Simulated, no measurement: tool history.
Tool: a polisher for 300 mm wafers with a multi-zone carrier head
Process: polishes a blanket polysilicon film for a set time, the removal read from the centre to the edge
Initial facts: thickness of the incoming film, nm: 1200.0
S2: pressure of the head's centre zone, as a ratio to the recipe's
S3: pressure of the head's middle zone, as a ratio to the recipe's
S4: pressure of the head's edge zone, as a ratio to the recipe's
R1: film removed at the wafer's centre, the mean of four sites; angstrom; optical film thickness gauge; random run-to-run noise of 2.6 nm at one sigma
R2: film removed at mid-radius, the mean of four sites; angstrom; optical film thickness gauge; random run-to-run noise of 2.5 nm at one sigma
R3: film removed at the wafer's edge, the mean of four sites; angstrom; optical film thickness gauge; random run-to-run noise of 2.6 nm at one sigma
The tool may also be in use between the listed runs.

run 1 day=0.000 | flow_of_slurry_(ml/min)=170 S2=1.00 S3=1.00 S4=1.00 polishing_time_(s)=40 | R1=2116.7 R2=2055.5 R3=2124.4
run 2 day=0.175 | flow_of_slurry_(ml/min)=170 S2=1.00 S3=0.96 S4=1.00 polishing_time_(s)=40 | R1=2124.1 R2=2013.1 R3=2128.6
run 3 day=0.204 | flow_of_slurry_(ml/min)=170 S2=1.00 S3=0.96 S4=1.00 polishing_time_(s)=32 | R1=1695.1 R2=1621.5 R3=1682.7
run 4 day=0.279 | flow_of_slurry_(ml/min)=175 S2=1.02 S3=0.97 S4=1.01 polishing_time_(s)=33 | R1=1781.3 R2=1695.6 R3=1751.8
run 5 day=0.354 | flow_of_slurry_(ml/min)=175 S2=1.02 S3=0.97 S4=1.06 polishing_time_(s)=33 | R1=1811.1 R2=1718.3 R3=1801.6
run 6 day=0.496 | flow_of_slurry_(ml/min)=180 S2=1.04 S3=0.98 S4=1.07 polishing_time_(s)=34 | R1=1850.3 R2=1772.9 R3=1888.5
run 7 day=0.558 | flow_of_slurry_(ml/min)=185 S2=1.06 S3=0.98 S4=1.05 polishing_time_(s)=35 | R1=1993.1 R2=1853.3 R3=1952.2
run 8 day=0.938 | flow_of_slurry_(ml/min)=190 S2=1.07 S3=0.98 S4=1.04 polishing_time_(s)=35 | R1=2022.3 R2=1850.3 R3=1916.9
run 9 day=1.288 | flow_of_slurry_(ml/min)=195 S2=1.08 S3=0.99 S4=1.04 polishing_time_(s)=36 | R1=2057.1 R2=1929.9 R3=1959.0
run 10 day=1.546 | flow_of_slurry_(ml/min)=200 S2=1.09 S3=0.99 S4=1.04 polishing_time_(s)=37 | R1=2219.3 R2=1949.2 R3=2039.5

The next listed run, before its measurement:
run 11 day=1.600 | flow_of_slurry_(ml/min)=205 S2=1.10 S3=1.00 S4=1.05 polishing_time_(s)=37 | R1=? R2=? R3=?

R1: 2204.5 angstrom
R2: 1994.0 angstrom
R3: 1996.1 angstrom

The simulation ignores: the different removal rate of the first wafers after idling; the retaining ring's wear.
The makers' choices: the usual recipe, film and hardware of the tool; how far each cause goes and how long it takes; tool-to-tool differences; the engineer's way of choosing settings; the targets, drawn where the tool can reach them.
